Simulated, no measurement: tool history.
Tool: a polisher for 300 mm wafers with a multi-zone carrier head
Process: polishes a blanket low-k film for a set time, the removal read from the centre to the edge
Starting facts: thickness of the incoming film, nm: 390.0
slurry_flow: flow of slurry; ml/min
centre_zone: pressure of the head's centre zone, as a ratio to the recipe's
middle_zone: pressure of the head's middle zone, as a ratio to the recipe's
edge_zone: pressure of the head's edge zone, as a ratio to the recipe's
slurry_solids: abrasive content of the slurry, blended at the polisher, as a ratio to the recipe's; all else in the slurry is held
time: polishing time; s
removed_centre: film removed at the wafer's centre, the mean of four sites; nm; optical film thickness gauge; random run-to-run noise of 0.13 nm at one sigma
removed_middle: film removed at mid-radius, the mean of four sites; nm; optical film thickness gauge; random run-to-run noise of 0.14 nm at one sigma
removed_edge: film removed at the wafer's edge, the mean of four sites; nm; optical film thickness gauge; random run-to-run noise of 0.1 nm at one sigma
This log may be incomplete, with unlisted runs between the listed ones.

run	hour	slurry_flow	centre_zone	middle_zone	edge_zone	slurry_solids	time	removed_centre	removed_middle	removed_edge
1	0	230	1	1	1	1	66	25.679	24.225	25.24
2	8	230	1.06	1	1	1	66	26.649	24.002	25.13
3	11	220	1.01	1.02	1	0.9	60	21.387	20.897	21.199
4	13.3	220	1.01	1.1	1	0.9	60	21.826	21.581	21.248
5	17.2	220	1.08	1.1	1	0.9	60	23.434	22.013	21.08
6	18.3	210	1.03	1.1	0.99	0.8	56	18.354	18.997	17.84
7	26	200	1.01	1.06	0.97	0.75	55	17.194	16.688	16.081
8	29.4	200	0.97	1.07	0.98	0.7	54	15.041	15.561	15.308
9	38.1	195	0.94	1.08	0.97	0.65	54	13.581	14.451	13.834
10	40	185	0.91	1.09	0.97	0.65	54	13.003	14.515	14.02

Run 11, settings as shown, results not yet in. Your forecast:
11	45.8	180	0.89	1.09	0.96	0.65	54	?	?	?

Run 11 gave removed_centre 12.51 nm, removed_middle 14.352 nm, removed_edge 13.586 nm.

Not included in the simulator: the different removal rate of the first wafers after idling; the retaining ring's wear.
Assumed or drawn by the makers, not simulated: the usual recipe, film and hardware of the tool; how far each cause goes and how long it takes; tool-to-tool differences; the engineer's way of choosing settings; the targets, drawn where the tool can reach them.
